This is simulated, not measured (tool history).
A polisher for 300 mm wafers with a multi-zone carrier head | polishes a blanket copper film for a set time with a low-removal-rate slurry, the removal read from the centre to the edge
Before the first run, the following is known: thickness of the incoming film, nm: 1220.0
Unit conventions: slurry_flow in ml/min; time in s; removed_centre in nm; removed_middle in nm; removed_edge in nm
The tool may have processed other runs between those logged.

Run 1, hour 0.0: slurry_flow 285 ml/min, centre_zone 1.00, middle_zone 1.00, edge_zone 1.00, slurry_solids 1.00, time 31 s. Result: removed_centre 52.193 nm, removed_middle 51.808 nm, removed_edge 52.428 nm.
Run 2, hour 3.5: slurry_flow 275 ml/min, centre_zone 0.97, middle_zone 0.99, edge_zone 0.95, slurry_solids 0.95, time 31 s. Result: removed_centre 49.342 nm, removed_middle 50.761 nm, removed_edge 51.220 nm.
Run 3, hour 8.9: slurry_flow 275 ml/min, centre_zone 0.97, middle_zone 0.99, edge_zone 0.95, slurry_solids 0.95, time 26 s. Result: removed_centre 41.482 nm, removed_middle 42.942 nm, removed_edge 42.636 nm.
Run 4, hour 17.3: slurry_flow 295 ml/min, centre_zone 0.97, middle_zone 1.00, edge_zone 0.97, slurry_solids 0.95, time 26 s. Result: removed_centre 41.559 nm, removed_middle 42.959 nm, removed_edge 43.279 nm.
Run 5, hour 18.5: slurry_flow 295 ml/min, centre_zone 0.97, middle_zone 1.00, edge_zone 0.97, slurry_solids 0.95, time 21 s. Result: removed_centre 33.949 nm, removed_middle 35.139 nm, removed_edge 35.007 nm.
Run 6, hour 23.8: slurry_flow 295 ml/min, centre_zone 0.90, middle_zone 1.00, edge_zone 0.97, slurry_solids 0.95, time 21 s. Result: removed_centre 31.224 nm, removed_middle 35.233 nm, removed_edge 34.914 nm.
Run 7, hour 27.0: slurry_flow 295 ml/min, centre_zone 0.93, middle_zone 1.02, edge_zone 1.00, slurry_solids 1.10, time 22 s. Result: removed_centre 35.358 nm, removed_middle 38.777 nm, removed_edge 38.306 nm.
Run 8, hour 33.6: slurry_flow 295 ml/min, centre_zone 0.95, middle_zone 1.04, edge_zone 1.04, slurry_solids 1.20, time 22 s. Result: removed_centre 36.907 nm, removed_middle 40.060 nm, removed_edge 40.031 nm.
Run 9, hour 35.6: slurry_flow 295 ml/min, centre_zone 0.98, middle_zone 1.07, edge_zone 1.07, slurry_solids 1.25, time 22 s. Result: removed_centre 38.772 nm, removed_middle 42.345 nm, removed_edge 41.731 nm.
Run 10, hour 37.0: slurry_flow 300 ml/min, centre_zone 1.00, middle_zone 1.09, edge_zone 1.09, slurry_solids 1.25, time 22 s. Result: removed_centre 39.472 nm, removed_middle 41.850 nm, removed_edge 41.559 nm.
Run 11, hour 41.5: slurry_flow 300 ml/min, centre_zone 1.01, middle_zone 1.11, edge_zone 1.11, slurry_solids 1.30, time 22 s. Result: removed_centre 39.356 nm, removed_middle 43.168 nm, removed_edge 41.929 nm.
Run 12, hour 47.3: slurry_flow 305 ml/min, centre_zone 1.03, middle_zone 1.12, edge_zone 1.13, slurry_solids 1.35, time 22 s. Result: removed_centre 41.123 nm, removed_middle 43.757 nm, removed_edge 43.536 nm.

Expected results for the next run?
Run 13, hour 51.1: slurry_flow 380 ml/min, centre_zone 1.06, middle_zone 1.17, edge_zone 1.14, slurry_solids 1.35, time 22 s. Result: removed_centre ?, removed_middle ?, removed_edge ?.

{"run 13": {"removed_centre": 43.875, "removed_middle": 46.471, "removed_edge": 43.443}}

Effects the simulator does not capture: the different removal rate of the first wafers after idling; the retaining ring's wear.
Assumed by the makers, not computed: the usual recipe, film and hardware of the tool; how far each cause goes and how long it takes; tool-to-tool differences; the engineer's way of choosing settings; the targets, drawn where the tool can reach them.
